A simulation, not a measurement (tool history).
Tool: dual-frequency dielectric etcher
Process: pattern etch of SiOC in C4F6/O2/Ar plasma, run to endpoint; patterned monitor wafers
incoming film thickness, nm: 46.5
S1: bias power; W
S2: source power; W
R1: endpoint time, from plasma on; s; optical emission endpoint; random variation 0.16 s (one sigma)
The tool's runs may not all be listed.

{"run": 1, "hour": 0.0, "S1": 463, "S2": 360, "R1": 17.657}
{"run": 2, "hour": 4.3, "S1": 463, "S2": 390, "R1": 17.161}
{"run": 3, "hour": 11.2, "S1": 438, "S2": 380, "R1": 17.943}
{"run": 4, "hour": 12.1, "S1": 423, "S2": 380, "R1": 17.803}
{"run": 5, "hour": 20.2, "S1": 423, "S2": 410, "R1": 17.531}
{"run": 6, "hour": 20.7, "S1": 402, "S2": 400, "R1": 17.918}
{"run": 7, "hour": 28.7, "S1": 384, "S2": 390, "R1": 18.495}
{"run": 8, "hour": 32.1, "S1": 371, "S2": 390, "R1": 18.607}

Forecast run 9:
{"run": 9, "hour": 39.8, "S1": 359, "S2": 390, "R1": "?"}

Run 9 gave R1 18.997 s.

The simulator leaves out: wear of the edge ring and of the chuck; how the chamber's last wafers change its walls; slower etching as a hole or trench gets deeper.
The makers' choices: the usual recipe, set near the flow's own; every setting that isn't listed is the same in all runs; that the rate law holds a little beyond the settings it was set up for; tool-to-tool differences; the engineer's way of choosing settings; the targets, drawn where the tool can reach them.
